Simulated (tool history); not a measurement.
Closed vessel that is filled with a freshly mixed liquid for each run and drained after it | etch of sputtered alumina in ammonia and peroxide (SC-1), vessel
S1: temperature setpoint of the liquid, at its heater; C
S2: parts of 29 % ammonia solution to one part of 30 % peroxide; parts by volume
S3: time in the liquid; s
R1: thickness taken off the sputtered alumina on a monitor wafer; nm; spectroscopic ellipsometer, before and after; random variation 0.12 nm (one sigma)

{"run": 1, "hour": 0.0, "S1": 54.0, "S2": 0.95, "S3": 660, "R1": 33.285}
{"run": 2, "hour": 4.5, "S1": 47.5, "S2": 0.95, "S3": 660, "R1": 23.367}
{"run": 3, "hour": 7.1, "S1": 46.0, "S2": 0.95, "S3": 660, "R1": 21.424}
{"run": 4, "hour": 8.1, "S1": 46.0, "S2": 0.7, "S3": 660, "R1": 20.967}
{"run": 5, "hour": 10.7, "S1": 45.5, "S2": 0.7, "S3": 660, "R1": 20.304}
{"run": 6, "hour": 13.0, "S1": 45.5, "S2": 1.0, "S3": 660, "R1": 21.008}
{"run": 7, "hour": 18.1, "S1": 45.0, "S2": 1.0, "S3": 660, "R1": 20.397}

The next listed run, before its measurement:
{"run": 8, "hour": 19.7, "S1": 43.0, "S2": 1.0, "S3": 660, "R1": "?"}

R1: 18.102 nm

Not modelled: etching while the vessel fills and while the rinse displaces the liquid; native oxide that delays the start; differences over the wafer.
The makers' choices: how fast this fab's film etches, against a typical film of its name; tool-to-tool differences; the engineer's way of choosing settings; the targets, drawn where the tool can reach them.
